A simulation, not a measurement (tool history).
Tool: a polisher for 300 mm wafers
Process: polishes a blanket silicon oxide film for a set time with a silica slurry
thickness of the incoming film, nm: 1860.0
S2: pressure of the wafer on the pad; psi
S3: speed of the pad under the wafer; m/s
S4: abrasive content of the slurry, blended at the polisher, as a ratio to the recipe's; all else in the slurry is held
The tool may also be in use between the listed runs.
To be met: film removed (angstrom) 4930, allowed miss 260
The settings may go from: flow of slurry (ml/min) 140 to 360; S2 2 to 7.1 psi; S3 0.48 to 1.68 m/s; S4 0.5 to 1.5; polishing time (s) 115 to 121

Run 1, hour 0: flow of slurry (ml/min) 230, S2 4.5 psi, S3 1.08 m/s, S4 1, polishing time (s) 115. Result: film removed (angstrom) 3260.3.
Run 2, hour 0.9: flow of slurry (ml/min) 230, S2 4.7 psi, S3 1.08 m/s, S4 1, polishing time (s) 115. Result: film removed (angstrom) 3396.1.
Run 3, hour 3.5: flow of slurry (ml/min) 230, S2 4.3 psi, S3 1.08 m/s, S4 1, polishing time (s) 115. Result: film removed (angstrom) 3066.6.
Run 4, hour 6.7: flow of slurry (ml/min) 230, S2 4.5 psi, S3 1.08 m/s, S4 1, polishing time (s) 115. Result: film removed (angstrom) 3272.5.
Run 5, hour 11.1: flow of slurry (ml/min) 230, S2 4.5 psi, S3 1.08 m/s, S4 0.9, polishing time (s) 115. Result: film removed (angstrom) 2976.2.
Run 6, hour 18.3: flow of slurry (ml/min) 230, S2 4.5 psi, S3 1.08 m/s, S4 0.75, polishing time (s) 115. Result: film removed (angstrom) 2608.7.
Run 7, hour 22: flow of slurry (ml/min) 230, S2 4.8 psi, S3 1.08 m/s, S4 0.75, polishing time (s) 115. Result: film removed (angstrom) 2714.
Run 8, hour 25.6: flow of slurry (ml/min) 230, S2 5 psi, S3 1.1 m/s, S4 0.75, polishing time (s) 115. Result: film removed (angstrom) 2831.7.
Run 9, hour 28.9: flow of slurry (ml/min) 230, S2 5.2 psi, S3 1.14 m/s, S4 0.75, polishing time (s) 115. Result: film removed (angstrom) 3103.
Run 10, hour 30.8: flow of slurry (ml/min) 230, S2 5.4 psi, S3 1.16 m/s, S4 0.75, polishing time (s) 115. Result: film removed (angstrom) 3210.7.
Run 11, hour 32.1: flow of slurry (ml/min) 230, S2 5.4 psi, S3 1.16 m/s, S4 0.75, polishing time (s) 115. Result: film removed (angstrom) 3279.7.
Run 12, hour 40.4: flow of slurry (ml/min) 230, S2 5.6 psi, S3 1.18 m/s, S4 0.75, polishing time (s) 115. Result: film removed (angstrom) 3442.5.
Run 13, hour 43.3: flow of slurry (ml/min) 230, S2 5.7 psi, S3 1.2 m/s, S4 0.75, polishing time (s) 115. Result: film removed (angstrom) 3542.2.

Which of these 5 next moves meets every target?
Run A, hour 46.2: flow of slurry (ml/min) 235, S2 4.8 psi, S3 1 m/s, S4 0.6, polishing time (s) 116. Result: film removed (angstrom) ?.
Run B, hour 46.2: flow of slurry (ml/min) 255, S2 6.9 psi, S3 1.28 m/s, S4 0.9, polishing time (s) 121. Result: film removed (angstrom) ?.
Run C, hour 46.2: flow of slurry (ml/min) 210, S2 5.8 psi, S3 1.26 m/s, S4 1.05, polishing time (s) 121. Result: film removed (angstrom) ?.
Run D, hour 46.2: flow of slurry (ml/min) 265, S2 4.2 psi, S3 1.4 m/s, S4 0.7, polishing time (s) 115. Result: film removed (angstrom) ?.
Run E, hour 46.2: flow of slurry (ml/min) 245, S2 5.6 psi, S3 0.86 m/s, S4 0.8, polishing time (s) 120. Result: film removed (angstrom) ?.

move  film removed (angstrom)
   A                   2123.9
   B                   5472.3
   C                   4929.7
   D                   2772.5
   E                   3111.8
A: further off than the last run
B: takes the result that was furthest off past its target
C: meets every target
D: further off than the last run
E: further off than the last run
Move C is the one to make.
